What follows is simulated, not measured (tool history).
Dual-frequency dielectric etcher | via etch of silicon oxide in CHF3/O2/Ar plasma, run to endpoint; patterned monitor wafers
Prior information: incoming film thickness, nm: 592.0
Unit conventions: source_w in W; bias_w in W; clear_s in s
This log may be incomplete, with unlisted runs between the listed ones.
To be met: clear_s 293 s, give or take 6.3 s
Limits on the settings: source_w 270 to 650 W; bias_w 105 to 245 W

run  hour  source_w  bias_w  clear_s
  1     0       460     175   351.61
  2   4.2       460     164   359.44
  3     6       460     178   342.17
  4  10.4       460     189   336.18
  5  18.2       490     191   329.06
  6  19.1       510     194   323.15
  7  23.2       530     197   309.81
     25.5  -- bias power generator calibrated
  8  25.5       540     198   299.31
  9  27.6       550     198   302.25

4 candidate next runs follow, results not yet known. Just one meets every target within its allowed miss. Identify it.
  A  29.7       550     209        ?
  B  29.7       480     183        ?
  C  29.7       650     191        ?
  D  29.7       590     172        ?

move  clear_s
   A   290.94
   B   326.82
   C   281.31
   D   306.52
A: all results in spec
B: moves away from the targets compared with the last run
C: takes the result that was furthest off past its target
D: moves away from the targets compared with the last run
So the answer is move A, the one that meets all the targets.

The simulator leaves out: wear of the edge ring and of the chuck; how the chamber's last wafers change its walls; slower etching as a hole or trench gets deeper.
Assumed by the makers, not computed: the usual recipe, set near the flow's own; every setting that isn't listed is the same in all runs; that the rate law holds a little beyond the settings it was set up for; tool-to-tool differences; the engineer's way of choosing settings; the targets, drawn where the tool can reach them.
